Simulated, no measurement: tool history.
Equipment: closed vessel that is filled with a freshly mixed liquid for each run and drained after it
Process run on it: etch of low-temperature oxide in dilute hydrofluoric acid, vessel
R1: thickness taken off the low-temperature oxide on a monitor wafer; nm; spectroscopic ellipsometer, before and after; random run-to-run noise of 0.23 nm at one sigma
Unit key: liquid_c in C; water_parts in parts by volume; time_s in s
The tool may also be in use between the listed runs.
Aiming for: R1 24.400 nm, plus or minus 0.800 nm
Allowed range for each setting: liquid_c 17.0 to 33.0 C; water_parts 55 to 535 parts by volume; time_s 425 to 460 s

run 1 day=0.000 | liquid_c=25.0 water_parts=295 time_s=425 | R1=33.997
run 2 day=0.329 | liquid_c=24.0 water_parts=300 time_s=425 | R1=32.539
run 3 day=0.567 | liquid_c=23.5 water_parts=305 time_s=425 | R1=30.800
run 4 day=0.821 | liquid_c=25.0 water_parts=305 time_s=425 | R1=32.849
run 5 day=0.871 | liquid_c=25.0 water_parts=200 time_s=425 | R1=55.412
run 6 day=1.179 | liquid_c=25.0 water_parts=200 time_s=460 | R1=60.233
run 7 day=1.529 | liquid_c=24.0 water_parts=215 time_s=460 | R1=53.924
run 8 day=1.662 | liquid_c=23.5 water_parts=230 time_s=460 | R1=48.816

Which one of the following 4 next-run settings gets every result inside its allowed miss? There is exactly one.
run A day=1.796 | liquid_c=23.0 water_parts=175 time_s=430 | R1=?
run B day=1.796 | liquid_c=25.5 water_parts=155 time_s=460 | R1=?
run C day=1.796 | liquid_c=20.5 water_parts=340 time_s=425 | R1=?
run D day=1.796 | liquid_c=25.0 water_parts=135 time_s=460 | R1=?

move=A R1=61.732
move=B R1=83.808
move=C R1=24.423
move=D R1=96.682
A: moves away from the targets compared with the last run
B: moves away from the targets compared with the last run
C: hits every target within its allowed miss
D: moves away from the targets compared with the last run
Go with C: it meets all targets.

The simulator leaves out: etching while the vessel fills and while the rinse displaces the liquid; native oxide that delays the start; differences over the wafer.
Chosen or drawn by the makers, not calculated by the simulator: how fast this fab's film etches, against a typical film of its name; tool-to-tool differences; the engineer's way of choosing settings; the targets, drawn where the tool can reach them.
